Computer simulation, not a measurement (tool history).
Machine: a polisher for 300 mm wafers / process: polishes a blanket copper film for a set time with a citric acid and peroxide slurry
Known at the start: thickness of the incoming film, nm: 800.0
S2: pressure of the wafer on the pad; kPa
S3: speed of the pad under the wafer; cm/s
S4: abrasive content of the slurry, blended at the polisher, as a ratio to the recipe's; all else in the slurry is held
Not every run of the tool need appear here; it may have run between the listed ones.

Run 1, hour 0: flow of slurry (ml/min) 175, S2 20 kPa, S3 110 cm/s, S4 1, polishing time (s) 45. Result: film removed (nm) 84.545.
Run 2, hour 6.7: flow of slurry (ml/min) 175, S2 17.9 kPa, S3 110 cm/s, S4 1, polishing time (s) 45. Result: film removed (nm) 74.851.
Run 3, hour 10.5: flow of slurry (ml/min) 175, S2 17.9 kPa, S3 110 cm/s, S4 1, polishing time (s) 45. Result: film removed (nm) 76.662.
Run 4, hour 15.4: flow of slurry (ml/min) 175, S2 17.9 kPa, S3 110 cm/s, S4 1, polishing time (s) 47. Result: film removed (nm) 80.247.
Run 5, hour 23.2: flow of slurry (ml/min) 175, S2 17.9 kPa, S3 110 cm/s, S4 1, polishing time (s) 47. Result: film removed (nm) 77.947.
Run 6, hour 25.9: flow of slurry (ml/min) 175, S2 17.9 kPa, S3 94 cm/s, S4 1, polishing time (s) 47. Result: film removed (nm) 68.821.

What does the tool deliver on the next run?
Run 7, hour 27: flow of slurry (ml/min) 175, S2 16.5 kPa, S3 94 cm/s, S4 1, polishing time (s) 47. Result: film removed (nm) ?.

{"run 7": {"film removed (nm)": 63.97}}

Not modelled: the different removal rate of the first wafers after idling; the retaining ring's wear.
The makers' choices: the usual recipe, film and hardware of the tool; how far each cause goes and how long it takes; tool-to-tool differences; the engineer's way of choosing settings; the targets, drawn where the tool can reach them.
